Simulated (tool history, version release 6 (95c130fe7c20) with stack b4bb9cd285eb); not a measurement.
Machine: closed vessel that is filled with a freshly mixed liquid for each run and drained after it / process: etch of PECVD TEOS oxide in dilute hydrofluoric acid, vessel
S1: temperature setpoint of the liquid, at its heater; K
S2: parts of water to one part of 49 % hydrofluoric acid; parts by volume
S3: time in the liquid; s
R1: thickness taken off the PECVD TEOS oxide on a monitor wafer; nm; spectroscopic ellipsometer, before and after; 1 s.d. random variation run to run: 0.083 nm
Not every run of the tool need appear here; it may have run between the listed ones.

| run | day | S1 | S2 | S3 | R1 |
|---|---|---|---|---|---|
| 1 | 0 | 293.15 | 225 | 300 | 26.917 |
| 2 | 0.346 | 296.65 | 225 | 300 | 30.675 |
| 3 | 0.408 | 295.15 | 225 | 300 | 28.897 |
| 4 | 0.588 | 295.15 | 155 | 300 | 45.219 |
| 5 | 0.842 | 294.15 | 170 | 300 | 39.267 |
| 6 | 0.917 | 294.15 | 170 | 320 | 41.576 |
| 7 | 1.142 | 293.65 | 185 | 320 | 36.745 |
| 8 | 1.192 | 293.15 | 195 | 320 | 34.163 |

What will run 9 give?
| 9 | 1.5 | 292.65 | 205 | 320 | ? |

Run 9 gave R1 31.469 nm.
